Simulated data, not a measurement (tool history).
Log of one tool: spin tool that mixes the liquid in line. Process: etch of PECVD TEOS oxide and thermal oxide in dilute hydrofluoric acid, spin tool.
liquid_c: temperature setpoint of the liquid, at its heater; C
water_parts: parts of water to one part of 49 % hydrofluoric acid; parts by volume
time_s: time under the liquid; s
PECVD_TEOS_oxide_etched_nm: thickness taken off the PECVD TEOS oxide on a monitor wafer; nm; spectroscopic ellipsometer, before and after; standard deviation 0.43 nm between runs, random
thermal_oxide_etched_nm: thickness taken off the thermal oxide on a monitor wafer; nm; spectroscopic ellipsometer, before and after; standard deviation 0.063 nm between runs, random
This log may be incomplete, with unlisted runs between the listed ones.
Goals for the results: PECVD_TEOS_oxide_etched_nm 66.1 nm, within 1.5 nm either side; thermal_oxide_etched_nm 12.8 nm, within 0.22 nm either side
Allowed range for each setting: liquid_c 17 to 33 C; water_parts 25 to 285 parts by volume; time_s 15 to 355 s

{"run": 1, "hour": 0.0, "liquid_c": 25, "water_parts": 155, "time_s": 180, "PECVD_TEOS_oxide_etched_nm": 24.653, "thermal_oxide_etched_nm": 4.7788}
{"run": 2, "hour": 5.2, "liquid_c": 25, "water_parts": 195, "time_s": 180, "PECVD_TEOS_oxide_etched_nm": 18.571, "thermal_oxide_etched_nm": 3.6109}
{"run": 3, "hour": 6.9, "liquid_c": 26, "water_parts": 180, "time_s": 180, "PECVD_TEOS_oxide_etched_nm": 21.281, "thermal_oxide_etched_nm": 4.1404}
{"run": 4, "hour": 15.8, "liquid_c": 26, "water_parts": 215, "time_s": 180, "PECVD_TEOS_oxide_etched_nm": 17.119, "thermal_oxide_etched_nm": 3.2719}
{"run": 5, "hour": 22.4, "liquid_c": 26, "water_parts": 215, "time_s": 230, "PECVD_TEOS_oxide_etched_nm": 21.51, "thermal_oxide_etched_nm": 4.2613}
{"run": 6, "hour": 24.9, "liquid_c": 26, "water_parts": 245, "time_s": 230, "PECVD_TEOS_oxide_etched_nm": 18.596, "thermal_oxide_etched_nm": 3.5667}
{"run": 7, "hour": 27.4, "liquid_c": 30, "water_parts": 180, "time_s": 255, "PECVD_TEOS_oxide_etched_nm": 34.919, "thermal_oxide_etched_nm": 6.6971}
{"run": 8, "hour": 28.5, "liquid_c": 30, "water_parts": 170, "time_s": 255, "PECVD_TEOS_oxide_etched_nm": 36.985, "thermal_oxide_etched_nm": 7.1908}
{"run": 9, "hour": 29.6, "liquid_c": 30.5, "water_parts": 160, "time_s": 255, "PECVD_TEOS_oxide_etched_nm": 40.819, "thermal_oxide_etched_nm": 7.8514}
{"run": 10, "hour": 31.5, "liquid_c": 30.5, "water_parts": 155, "time_s": 255, "PECVD_TEOS_oxide_etched_nm": 42.542, "thermal_oxide_etched_nm": 8.1939}
{"run": 11, "hour": 38.4, "liquid_c": 30.5, "water_parts": 150, "time_s": 255, "PECVD_TEOS_oxide_etched_nm": 43.875, "thermal_oxide_etched_nm": 8.5572}
{"run": 12, "hour": 40.9, "liquid_c": 33, "water_parts": 100, "time_s": 255, "PECVD_TEOS_oxide_etched_nm": 78.836, "thermal_oxide_etched_nm": 15.141}
{"run": 13, "hour": 48.1, "liquid_c": 32.5, "water_parts": 100, "time_s": 255, "PECVD_TEOS_oxide_etched_nm": 76.989, "thermal_oxide_etched_nm": 14.825}
{"run": 14, "hour": 52.4, "liquid_c": 32, "water_parts": 100, "time_s": 255, "PECVD_TEOS_oxide_etched_nm": 74.854, "thermal_oxide_etched_nm": 14.738}
{"run": 15, "hour": 59.2, "liquid_c": 31.5, "water_parts": 105, "time_s": 255, "PECVD_TEOS_oxide_etched_nm": 69.882, "thermal_oxide_etched_nm": 13.541}
{"run": 16, "hour": 60.2, "liquid_c": 30.5, "water_parts": 105, "time_s": 255, "PECVD_TEOS_oxide_etched_nm": 67.578, "thermal_oxide_etched_nm": 13.024}
{"hour": 65.4, "done": "hydrofluoric acid flow meter replaced"}
{"run": 17, "hour": 65.4, "liquid_c": 30, "water_parts": 105, "time_s": 255, "PECVD_TEOS_oxide_etched_nm": 75.157, "thermal_oxide_etched_nm": 14.49}
{"run": 18, "hour": 70.0, "liquid_c": 30.5, "water_parts": 105, "time_s": 255, "PECVD_TEOS_oxide_etched_nm": 76.988, "thermal_oxide_etched_nm": 14.684}

Exactly one of the 4 candidate moves below puts every result within its allowed miss. Which one?
{"run": "A", "hour": 74.6, "liquid_c": 27, "water_parts": 115, "time_s": 270, "PECVD_TEOS_oxide_etched_nm": "?", "thermal_oxide_etched_nm": "?"}
{"run": "B", "hour": 74.6, "liquid_c": 31.5, "water_parts": 140, "time_s": 285, "PECVD_TEOS_oxide_etched_nm": "?", "thermal_oxide_etched_nm": "?"}
{"run": "C", "hour": 74.6, "liquid_c": 28, "water_parts": 95, "time_s": 210, "PECVD_TEOS_oxide_etched_nm": "?", "thermal_oxide_etched_nm": "?"}
{"run": "D", "hour": 74.6, "liquid_c": 28.5, "water_parts": 95, "time_s": 215, "PECVD_TEOS_oxide_etched_nm": "?", "thermal_oxide_etched_nm": "?"}

move=A PECVD_TEOS_oxide_etched_nm=62.76 thermal_oxide_etched_nm=12.278
move=B PECVD_TEOS_oxide_etched_nm=62.142 thermal_oxide_etched_nm=12.157
move=C PECVD_TEOS_oxide_etched_nm=63.038 thermal_oxide_etched_nm=12.332
move=D PECVD_TEOS_oxide_etched_nm=65.786 thermal_oxide_etched_nm=12.869
A: moves the result that the last run missed by most past its target, out the other side
B: moves the result that the last run missed by most past its target, out the other side
C: moves the result that the last run missed by most past its target, out the other side
D: in spec on every target
Move D is the one to make.

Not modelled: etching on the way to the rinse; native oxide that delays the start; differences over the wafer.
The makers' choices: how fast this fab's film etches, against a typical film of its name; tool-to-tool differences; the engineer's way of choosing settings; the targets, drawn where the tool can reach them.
